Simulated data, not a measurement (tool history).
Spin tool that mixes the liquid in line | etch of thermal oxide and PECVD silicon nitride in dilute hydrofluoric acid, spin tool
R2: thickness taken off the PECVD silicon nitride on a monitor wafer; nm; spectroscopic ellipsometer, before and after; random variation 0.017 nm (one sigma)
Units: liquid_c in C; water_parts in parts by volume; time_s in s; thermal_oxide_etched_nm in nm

Run 1, day 0.000: liquid_c 24.0 C, water_parts 60 parts by volume, time_s 180 s. Result: thermal_oxide_etched_nm 14.2560 nm, R2 9.0388 nm.
Run 2, day 0.325: liquid_c 24.0 C, water_parts 60 parts by volume, time_s 135 s. Result: thermal_oxide_etched_nm 10.7710 nm, R2 6.7590 nm.
Run 3, day 0.679: liquid_c 23.5 C, water_parts 70 parts by volume, time_s 140 s. Result: thermal_oxide_etched_nm 9.1913 nm, R2 5.8208 nm.
Run 4, day 0.962: liquid_c 23.5 C, water_parts 55 parts by volume, time_s 140 s. Result: thermal_oxide_etched_nm 11.8660 nm, R2 7.4139 nm.
Run 5, day 1.046: liquid_c 23.5 C, water_parts 45 parts by volume, time_s 140 s. Result: thermal_oxide_etched_nm 14.8510 nm, R2 8.9987 nm.
Run 6, day 1.175: liquid_c 23.5 C, water_parts 50 parts by volume, time_s 140 s. Result: thermal_oxide_etched_nm 13.0190 nm, R2 8.1196 nm.
Run 7, day 1.542: liquid_c 23.5 C, water_parts 55 parts by volume, time_s 140 s. Result: thermal_oxide_etched_nm 11.8340 nm, R2 7.3890 nm.
Run 8, day 1.908: liquid_c 23.5 C, water_parts 60 parts by volume, time_s 140 s. Result: thermal_oxide_etched_nm 10.8290 nm, R2 6.7951 nm.
Run 9, day 2.150: liquid_c 23.0 C, water_parts 70 parts by volume, time_s 145 s. Result: thermal_oxide_etched_nm 9.1138 nm, R2 5.8719 nm.
Run 10, day 2.508: liquid_c 22.5 C, water_parts 70 parts by volume, time_s 145 s. Result: thermal_oxide_etched_nm 9.1243 nm, R2 5.6660 nm.

The next listed run, before its measurement:
Run 11, day 2.758: liquid_c 23.0 C, water_parts 75 parts by volume, time_s 145 s. Result: thermal_oxide_etched_nm ?, R2 ?.

{"run 11": {"thermal_oxide_etched_nm": 8.6281, "R2": 5.4694}}
